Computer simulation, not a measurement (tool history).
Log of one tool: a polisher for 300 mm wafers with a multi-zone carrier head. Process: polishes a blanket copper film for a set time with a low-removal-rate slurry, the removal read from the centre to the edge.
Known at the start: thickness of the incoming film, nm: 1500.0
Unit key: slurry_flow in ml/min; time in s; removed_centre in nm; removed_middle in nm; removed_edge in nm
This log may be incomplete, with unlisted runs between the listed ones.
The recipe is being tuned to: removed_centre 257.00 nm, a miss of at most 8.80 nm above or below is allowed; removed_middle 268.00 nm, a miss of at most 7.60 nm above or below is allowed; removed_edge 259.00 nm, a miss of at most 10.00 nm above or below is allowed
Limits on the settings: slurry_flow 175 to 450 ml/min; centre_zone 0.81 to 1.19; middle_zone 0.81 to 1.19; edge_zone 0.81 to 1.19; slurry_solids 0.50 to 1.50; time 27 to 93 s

run	day	slurry_flow	centre_zone	middle_zone	edge_zone	slurry_solids	time	removed_centre	removed_middle	removed_edge
1	0.000	290	1.00	1.00	1.00	1.00	59	202.55	196.80	199.29
2	0.225	290	1.00	1.00	1.00	1.00	46	156.19	152.50	152.50
3	0.517	295	1.01	1.02	1.02	1.05	49	170.61	166.64	162.38
4	0.708	290	1.00	1.02	1.02	1.10	52	179.72	181.45	178.80
5	1.054	290	1.00	1.02	1.02	1.20	52	182.38	180.38	182.50
6	1.179	290	1.00	1.04	1.03	1.25	54	191.95	195.31	190.90
7	1.517	290	1.00	1.05	1.04	1.30	56	202.10	202.66	195.07
8	1.792	290	0.99	1.05	1.04	1.30	58	207.74	207.33	203.38

Pick the move, out of 4, that brings all results within their allowed miss; only one does.
A	2.067	395	1.00	1.13	1.09	1.25	71	?	?	?
B	2.067	300	0.93	1.10	1.04	1.35	71	?	?	?
C	2.067	250	0.92	1.06	1.00	1.40	73	?	?	?
D	2.067	275	0.93	1.00	1.05	1.35	71	?	?	?

move	removed_centre	removed_middle	removed_edge
A	258.86	267.07	263.86
B	239.47	262.92	258.20
C	241.76	263.97	259.84
D	237.75	249.59	258.41
A: in spec on every target
B: brings the result that was furthest off to its target, and leaves another outside
C: brings the result that was furthest off to its target, and leaves another outside
D: nearer the targets than the last run, but a result is still out of spec
Move A is the one to make.
